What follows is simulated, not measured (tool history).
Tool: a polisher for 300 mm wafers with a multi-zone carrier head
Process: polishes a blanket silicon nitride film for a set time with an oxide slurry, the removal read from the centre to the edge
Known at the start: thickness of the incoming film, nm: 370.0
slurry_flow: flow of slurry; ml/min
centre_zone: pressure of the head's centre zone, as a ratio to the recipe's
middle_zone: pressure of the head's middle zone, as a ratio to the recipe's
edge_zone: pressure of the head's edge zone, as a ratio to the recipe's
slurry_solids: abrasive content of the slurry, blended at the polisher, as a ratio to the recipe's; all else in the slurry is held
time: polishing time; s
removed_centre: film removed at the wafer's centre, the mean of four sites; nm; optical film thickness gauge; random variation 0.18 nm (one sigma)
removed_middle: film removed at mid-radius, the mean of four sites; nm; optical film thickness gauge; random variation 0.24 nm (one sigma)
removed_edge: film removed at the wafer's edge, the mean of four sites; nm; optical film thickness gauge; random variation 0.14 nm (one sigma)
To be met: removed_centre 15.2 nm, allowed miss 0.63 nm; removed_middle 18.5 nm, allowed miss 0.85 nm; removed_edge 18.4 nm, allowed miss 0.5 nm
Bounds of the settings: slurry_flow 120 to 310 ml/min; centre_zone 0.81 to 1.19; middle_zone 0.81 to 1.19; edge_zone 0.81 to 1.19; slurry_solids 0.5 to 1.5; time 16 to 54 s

{"run": 1, "day": 0.0, "slurry_flow": 200, "centre_zone": 1, "middle_zone": 1, "edge_zone": 1, "slurry_solids": 1, "time": 35, "removed_centre": 11.92, "removed_middle": 12.058, "removed_edge": 11.782}
{"run": 2, "day": 0.308, "slurry_flow": 205, "centre_zone": 0.96, "middle_zone": 1.02, "edge_zone": 1.05, "slurry_solids": 1.15, "time": 36, "removed_centre": 12.418, "removed_middle": 13.28, "removed_edge": 13.376}
{"run": 3, "day": 0.479, "slurry_flow": 205, "centre_zone": 0.88, "middle_zone": 1.02, "edge_zone": 1.05, "slurry_solids": 1.15, "time": 36, "removed_centre": 11.671, "removed_middle": 13.115, "removed_edge": 13.464}
{"run": 4, "day": 0.562, "slurry_flow": 205, "centre_zone": 0.88, "middle_zone": 1.02, "edge_zone": 1.05, "slurry_solids": 1.35, "time": 36, "removed_centre": 12.379, "removed_middle": 13.996, "removed_edge": 14.23}
{"run": 5, "day": 0.646, "slurry_flow": 215, "centre_zone": 0.89, "middle_zone": 1.05, "edge_zone": 1.09, "slurry_solids": 1.4, "time": 37, "removed_centre": 13.224, "removed_middle": 15.404, "removed_edge": 15.406}
{"run": 6, "day": 0.771, "slurry_flow": 215, "centre_zone": 0.89, "middle_zone": 1.05, "edge_zone": 1.01, "slurry_solids": 1.4, "time": 37, "removed_centre": 13.167, "removed_middle": 15.192, "removed_edge": 14.552}
{"run": 7, "day": 1.096, "slurry_flow": 250, "centre_zone": 0.89, "middle_zone": 1.11, "edge_zone": 1.11, "slurry_solids": 1.5, "time": 40, "removed_centre": 14.815, "removed_middle": 17.952, "removed_edge": 17.41}
{"run": 8, "day": 1.25, "slurry_flow": 250, "centre_zone": 0.89, "middle_zone": 1.11, "edge_zone": 1.13, "slurry_solids": 1.5, "time": 40, "removed_centre": 14.83, "removed_middle": 17.894, "removed_edge": 17.437}
{"run": 9, "day": 1.404, "slurry_flow": 250, "centre_zone": 0.89, "middle_zone": 1.11, "edge_zone": 1.14, "slurry_solids": 1.5, "time": 40, "removed_centre": 14.938, "removed_middle": 17.531, "removed_edge": 17.401}

Which of these 5 next moves meets every target?
{"run": "A", "day": 1.558, "slurry_flow": 220, "centre_zone": 0.88, "middle_zone": 1.09, "edge_zone": 1.15, "slurry_solids": 1.35, "time": 44, "removed_centre": "?", "removed_middle": "?", "removed_edge": "?"}
{"run": "B", "day": 1.558, "slurry_flow": 260, "centre_zone": 0.92, "middle_zone": 1.16, "edge_zone": 1.04, "slurry_solids": 1.5, "time": 44, "removed_centre": "?", "removed_middle": "?", "removed_edge": "?"}
{"run": "C", "day": 1.558, "slurry_flow": 235, "centre_zone": 0.92, "middle_zone": 1.06, "edge_zone": 1.08, "slurry_solids": 1.5, "time": 43, "removed_centre": "?", "removed_middle": "?", "removed_edge": "?"}
{"run": "D", "day": 1.558, "slurry_flow": 280, "centre_zone": 0.92, "middle_zone": 1.11, "edge_zone": 1.17, "slurry_solids": 1.45, "time": 38, "removed_centre": "?", "removed_middle": "?", "removed_edge": "?"}
{"run": "E", "day": 1.558, "slurry_flow": 250, "centre_zone": 0.97, "middle_zone": 1.11, "edge_zone": 1.11, "slurry_solids": 1.45, "time": 39, "removed_centre": "?", "removed_middle": "?", "removed_edge": "?"}

move=A removed_centre=15.083 removed_middle=18.801 removed_edge=18.667
move=B removed_centre=16.757 removed_middle=21.019 removed_edge=18.704
move=C removed_centre=16.178 removed_middle=18.815 removed_edge=18.505
move=D removed_centre=14.399 removed_middle=17.378 removed_edge=17.034
move=E removed_centre=15.397 removed_middle=17.635 removed_edge=16.873
A: meets every target
B: brings the result that was furthest off to its target, and leaves another outside
C: brings the result that was furthest off to its target, and leaves another outside
D: further off than the last run
E: further off than the last run
The right move is A.
